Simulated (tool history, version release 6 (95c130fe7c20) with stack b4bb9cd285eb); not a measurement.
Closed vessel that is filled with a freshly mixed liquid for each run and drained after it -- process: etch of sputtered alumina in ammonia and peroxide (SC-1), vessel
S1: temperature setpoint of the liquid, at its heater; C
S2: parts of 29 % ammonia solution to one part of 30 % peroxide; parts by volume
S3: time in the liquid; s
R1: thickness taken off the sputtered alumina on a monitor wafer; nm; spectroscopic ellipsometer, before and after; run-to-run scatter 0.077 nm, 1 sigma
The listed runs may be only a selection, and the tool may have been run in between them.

Run 1, hour 0: S1 59 C, S2 0.9 parts by volume, S3 305 s. Result: R1 29.279 nm.
Run 2, hour 3.4: S1 57.5 C, S2 0.9 parts by volume, S3 305 s. Result: R1 27.467 nm.
Run 3, hour 5.9: S1 56 C, S2 0.9 parts by volume, S3 305 s. Result: R1 25.31 nm.
Run 4, hour 12.5: S1 56 C, S2 0.7 parts by volume, S3 305 s. Result: R1 24.635 nm.
Run 5, hour 15.9: S1 56 C, S2 0.45 parts by volume, S3 305 s. Result: R1 23.776 nm.
Run 6, hour 18.5: S1 55 C, S2 0.45 parts by volume, S3 305 s. Result: R1 22.479 nm.
Run 7, hour 24.7: S1 54 C, S2 0.45 parts by volume, S3 305 s. Result: R1 21.37 nm.

What will run 8 give?
Run 8, hour 31.4: S1 53 C, S2 0.45 parts by volume, S3 305 s. Result: R1 ?.

Run 8 yielded R1 20.18 nm.
